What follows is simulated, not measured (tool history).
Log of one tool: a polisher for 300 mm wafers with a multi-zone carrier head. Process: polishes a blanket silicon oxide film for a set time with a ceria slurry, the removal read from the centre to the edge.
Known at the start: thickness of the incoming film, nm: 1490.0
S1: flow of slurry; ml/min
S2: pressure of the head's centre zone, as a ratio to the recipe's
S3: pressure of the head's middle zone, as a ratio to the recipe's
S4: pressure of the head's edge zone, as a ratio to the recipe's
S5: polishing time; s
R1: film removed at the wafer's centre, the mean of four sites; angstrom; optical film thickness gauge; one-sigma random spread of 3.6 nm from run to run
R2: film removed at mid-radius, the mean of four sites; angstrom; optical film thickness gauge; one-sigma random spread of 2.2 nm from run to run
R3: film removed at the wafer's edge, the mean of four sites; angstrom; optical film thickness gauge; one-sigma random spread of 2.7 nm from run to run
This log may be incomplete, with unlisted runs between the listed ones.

{"run": 1, "day": 0.0, "S1": 280, "S2": 1, "S3": 1, "S4": 1, "S5": 70, "R1": 4564.4, "R2": 4366.3, "R3": 4357.3}
{"run": 2, "day": 0.258, "S1": 280, "S2": 1, "S3": 1, "S4": 1, "S5": 57, "R1": 3646.6, "R2": 3519.7, "R3": 3637.9}
{"run": 3, "day": 0.55, "S1": 275, "S2": 0.99, "S3": 0.98, "S4": 0.95, "S5": 53, "R1": 3406.5, "R2": 3265.7, "R3": 3331.1}
{"run": 4, "day": 0.833, "S1": 275, "S2": 0.99, "S3": 0.98, "S4": 0.95, "S5": 38, "R1": 2426.1, "R2": 2296.5, "R3": 2380.6}
{"run": 5, "day": 1.183, "S1": 275, "S2": 1.08, "S3": 0.98, "S4": 0.95, "S5": 38, "R1": 2664.9, "R2": 2346.1, "R3": 2338.3}
{"run": 6, "day": 1.542, "S1": 290, "S2": 1.06, "S3": 1, "S4": 1, "S5": 40, "R1": 2772.3, "R2": 2444.3, "R3": 2552.8}
{"run": 7, "day": 1.571, "S1": 290, "S2": 1.06, "S3": 1, "S4": 1, "S5": 40, "R1": 2772.6, "R2": 2482.5, "R3": 2553.6}

The next listed run, before its measurement:
{"day": 1.75, "done": "centre zone pressure recalibrated"}
{"run": 8, "day": 1.75, "S1": 305, "S2": 1.05, "S3": 1.02, "S4": 1.02, "S5": 41, "R1": "?", "R2": "?", "R3": "?"}

Run 8 produced R1 2706.9 angstrom, R2 2574.2 angstrom, R3 2672.9 angstrom.
